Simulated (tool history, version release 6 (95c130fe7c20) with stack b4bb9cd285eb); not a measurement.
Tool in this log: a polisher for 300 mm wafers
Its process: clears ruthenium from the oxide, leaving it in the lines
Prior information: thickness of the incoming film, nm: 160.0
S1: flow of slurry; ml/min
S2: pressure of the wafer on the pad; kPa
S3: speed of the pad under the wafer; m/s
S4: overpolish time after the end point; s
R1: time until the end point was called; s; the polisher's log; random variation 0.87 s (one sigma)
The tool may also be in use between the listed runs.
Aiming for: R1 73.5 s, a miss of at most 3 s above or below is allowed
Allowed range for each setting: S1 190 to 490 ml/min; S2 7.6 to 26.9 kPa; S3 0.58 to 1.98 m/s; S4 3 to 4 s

run  hour   S1    S2    S3  S4      R1
  1     0  315  17.2  1.28   4  106.87
  2   8.9  315  17.2  1.28   4  110.21
  3  12.5  315  17.2   1.4   4  98.317
  4  20.4  315  18.6   1.4   4  94.088
  5  24.2  315  15.2   1.4   4  110.38
     31.4  -- worn pad replaced by a new one
  6  31.4  315  17.2  1.42   4  90.111
  7    35  315  18.6  1.42   4  84.796
  8  39.4  315  19.3  1.42   4  82.797
  9  46.3  315    20  1.42   4   79.86
 10  46.9  315    20  1.42   4   80.53
 11  50.3  315  20.7  1.42   4   78.94

Consider the 4 candidate settings below. Which is the only one whose results all fall within their allowed miss of target?
  A  53.7  335  22.1  1.42   4   ?
  B  53.7  330  24.1  1.18   3   ?
  C  53.7  340  22.1  1.52   3   ?
  D  53.7  315  22.8  1.56   4   ?

move      R1
   A  73.362
   B  81.537
   C   68.58
   D  65.564
A: all results land within tolerance of their targets
B: misses by more than the last run did
C: takes the biggest miss from the last run beyond its target
D: takes the biggest miss from the last run beyond its target
So the answer is move A, the one that meets all the targets.
